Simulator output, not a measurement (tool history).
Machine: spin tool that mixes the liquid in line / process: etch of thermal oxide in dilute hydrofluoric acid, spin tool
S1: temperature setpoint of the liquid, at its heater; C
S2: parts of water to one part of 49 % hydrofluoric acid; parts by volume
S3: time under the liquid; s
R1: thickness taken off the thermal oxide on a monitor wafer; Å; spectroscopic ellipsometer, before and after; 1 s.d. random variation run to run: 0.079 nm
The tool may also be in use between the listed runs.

{"run": 1, "hour": 0.0, "S1": 22, "S2": 55, "S3": 265, "R1": 222.02}
{"run": 2, "hour": 8.8, "S1": 22, "S2": 65, "S3": 265, "R1": 183.05}
{"run": 3, "hour": 11.6, "S1": 22, "S2": 65, "S3": 285, "R1": 200.76}
{"run": 4, "hour": 13.8, "S1": 20.5, "S2": 70, "S3": 285, "R1": 173.54}
{"run": 5, "hour": 14.5, "S1": 22, "S2": 70, "S3": 285, "R1": 184.16}
{"run": 6, "hour": 18.3, "S1": 24.5, "S2": 70, "S3": 285, "R1": 202.89}
{"run": 7, "hour": 27.1, "S1": 24.5, "S2": 70, "S3": 285, "R1": 204.11}
{"run": 8, "hour": 32.2, "S1": 22.5, "S2": 75, "S3": 285, "R1": 172.17}
{"run": 9, "hour": 41.2, "S1": 21, "S2": 80, "S3": 285, "R1": 150.8}

Run 10 is up next; what results do you expect?
{"run": 10, "hour": 42.0, "S1": 20, "S2": 80, "S3": 285, "R1": "?"}

{"run 10": {"R1": 147.82}}
